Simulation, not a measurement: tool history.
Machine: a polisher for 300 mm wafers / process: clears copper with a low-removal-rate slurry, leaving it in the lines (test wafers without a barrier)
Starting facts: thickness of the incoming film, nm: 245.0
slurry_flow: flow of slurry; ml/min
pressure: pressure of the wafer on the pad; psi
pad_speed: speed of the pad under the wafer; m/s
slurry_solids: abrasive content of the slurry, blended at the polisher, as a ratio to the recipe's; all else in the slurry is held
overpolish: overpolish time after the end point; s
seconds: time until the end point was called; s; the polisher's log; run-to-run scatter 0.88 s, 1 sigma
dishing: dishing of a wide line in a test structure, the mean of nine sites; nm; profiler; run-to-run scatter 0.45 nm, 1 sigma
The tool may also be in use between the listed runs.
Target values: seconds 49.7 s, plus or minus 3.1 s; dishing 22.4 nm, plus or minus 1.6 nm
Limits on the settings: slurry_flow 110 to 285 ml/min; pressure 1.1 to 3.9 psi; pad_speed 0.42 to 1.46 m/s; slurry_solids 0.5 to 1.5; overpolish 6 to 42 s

run,hour,slurry_flow,pressure,pad_speed,slurry_solids,overpolish,seconds,dishing
1,0,180,2.5,0.94,1,21,100.15,18.663
2,7.7,180,2.7,0.96,1,20,88.386,18.342
3,10.3,180,2.8,0.96,1,21,86.323,18.583
4,13.2,180,3.3,0.96,1,21,71.179,20.372
5,18.7,180,3.4,0.98,1,21,68.446,20.304
6,27.1,180,3.5,1,1,21,66.552,21.222
7,35.5,180,3.5,1.02,1,20,63.334,20.856
# hour 40.2: slurry blender recalibrated
8,40.2,180,3.5,1.04,1,20,60.919,21.322
9,47.7,180,3.7,1.06,1,19,58.112,20.846
10,55.5,180,3.7,1.08,1,19,53.787,21.387

Which of these 5 next moves meets every target?
A,63.3,185,3.8,1,1.05,17,?,?
B,63.3,145,3.5,1.04,1.15,24,?,?
C,63.3,255,3.1,1.22,0.9,25,?,?
D,63.3,180,3.9,0.9,1.05,29,?,?
E,63.3,180,3.9,1.04,1.35,24,?,?

move,seconds,dishing
A,56.726,21.249
B,60.424,22.222
C,56.856,22.322
D,61.477,22.732
E,50.241,22.755
A: further off than the last run
B: further off than the last run
C: further off than the last run
D: further off than the last run
E: all results land within tolerance of their targets
Go with E: it meets all targets.
